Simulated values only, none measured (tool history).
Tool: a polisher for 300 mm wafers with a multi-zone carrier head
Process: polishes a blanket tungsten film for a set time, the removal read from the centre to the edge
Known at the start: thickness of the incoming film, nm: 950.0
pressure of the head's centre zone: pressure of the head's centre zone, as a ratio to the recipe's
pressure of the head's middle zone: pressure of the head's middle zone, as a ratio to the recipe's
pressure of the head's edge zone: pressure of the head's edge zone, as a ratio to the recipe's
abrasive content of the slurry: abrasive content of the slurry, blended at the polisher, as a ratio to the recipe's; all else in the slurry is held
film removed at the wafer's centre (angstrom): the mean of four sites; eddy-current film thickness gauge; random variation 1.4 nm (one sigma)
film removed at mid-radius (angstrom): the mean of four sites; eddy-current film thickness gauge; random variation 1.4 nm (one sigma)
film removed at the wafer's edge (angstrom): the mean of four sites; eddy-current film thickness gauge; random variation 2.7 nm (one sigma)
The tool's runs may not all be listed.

run  hour  flow of slurry (ml/min)  pressure of the head's centre zone  pressure of the head's middle zone  pressure of the head's edge zone  abrasive content of the slurry  polishing time (s)  film removed at the wafer's centre (angstrom)  film removed at mid-radius (angstrom)  film removed at the wafer's edge (angstrom)
  1     0                      210                                   1                                   1                                 1                               1                  32                                         1866.2                                 1980.6                                       2034.8
  2   6.1                      210                                   1                                   1                                 1                            1.15                  32                                         1923.9                                 2013.6                                       2086.1
  3  14.1                      205                                   1                                0.98                              0.99                            1.15                  32                                         1918.8                                 1965.8                                       2070.1
  4    17                      205                                   1                                1.01                              0.99                            1.15                  32                                         1894.8                                 1997.7                                       2069.8
     24.3  -- edge zone pressure recalibrated
  5  24.3                      195                                   1                                0.99                              0.99                            1.15                  32                                         1895.8                                   1962                                       1909.1
  6  32.7                      195                                1.06                                0.99                              0.99                            1.15                  32                                         1978.2                                 1959.8                                       1983.2
  7  34.5                      195                                1.06                                0.99                              0.99                            1.15                  32                                         2010.7                                 1957.1                                       1969.3
  8    41                      190                                1.05                                0.97                                 1                            1.15                  32                                         1968.7                                   1943                                       1945.8
  9  44.7                      195                                1.04                                0.95                                 1                             1.1                  32                                         1973.6                                 1882.6                                         1898

The next listed run, before its measurement:
 10  49.9                      200                                1.02                                0.94                              1.01                             1.1                  32                                              ?                                      ?                                            ?

film removed at the wafer's centre (angstrom): 1911.3
film removed at mid-radius (angstrom): 1881.3
film removed at the wafer's edge (angstrom): 1987.1
